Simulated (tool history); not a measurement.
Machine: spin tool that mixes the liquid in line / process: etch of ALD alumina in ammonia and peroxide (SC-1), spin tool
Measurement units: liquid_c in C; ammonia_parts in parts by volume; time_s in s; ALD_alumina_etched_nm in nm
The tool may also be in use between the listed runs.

run	hour	liquid_c	ammonia_parts	time_s	ALD_alumina_etched_nm
1	0.0	52.0	0.95	55	3.3094
2	5.9	57.0	0.95	55	4.4041
3	13.5	57.0	1.20	55	4.4487
4	21.3	54.5	1.20	55	3.9096
5	22.4	54.5	1.20	55	3.8681
6	27.8	54.5	0.95	55	3.7518
7	34.6	52.5	0.95	55	3.4870
8	35.7	50.5	0.95	55	3.1199
9	42.1	49.0	0.95	55	2.8433

What will run 10 give?
10	44.4	48.0	0.95	55	?

{"run 10": {"ALD_alumina_etched_nm": 2.692}}
